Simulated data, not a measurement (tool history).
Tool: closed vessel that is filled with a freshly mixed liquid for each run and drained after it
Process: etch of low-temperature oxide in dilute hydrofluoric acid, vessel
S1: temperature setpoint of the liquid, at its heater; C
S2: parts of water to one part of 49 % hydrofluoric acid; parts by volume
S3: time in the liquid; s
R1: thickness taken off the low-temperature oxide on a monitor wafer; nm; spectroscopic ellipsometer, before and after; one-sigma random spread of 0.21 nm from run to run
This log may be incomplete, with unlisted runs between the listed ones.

run 1 hour=0.0 | S1=24.0 S2=85 S3=85 | R1=33.409
run 2 hour=7.3 | S1=26.0 S2=85 S3=85 | R1=36.374
run 3 hour=13.6 | S1=27.0 S2=85 S3=85 | R1=37.721
run 4 hour=19.4 | S1=27.0 S2=110 S3=85 | R1=28.252
run 5 hour=26.7 | S1=27.0 S2=110 S3=95 | R1=31.370
run 6 hour=33.3 | S1=29.5 S2=110 S3=95 | R1=34.848
run 7 hour=41.8 | S1=30.0 S2=105 S3=95 | R1=37.354
run 8 hour=47.7 | S1=30.5 S2=105 S3=95 | R1=37.884
run 9 hour=52.4 | S1=31.0 S2=105 S3=95 | R1=38.797

For run 10, what comes out?
run 10 hour=56.8 | S1=31.5 S2=105 S3=95 | R1=?

{"run 10": {"R1": 39.256}}
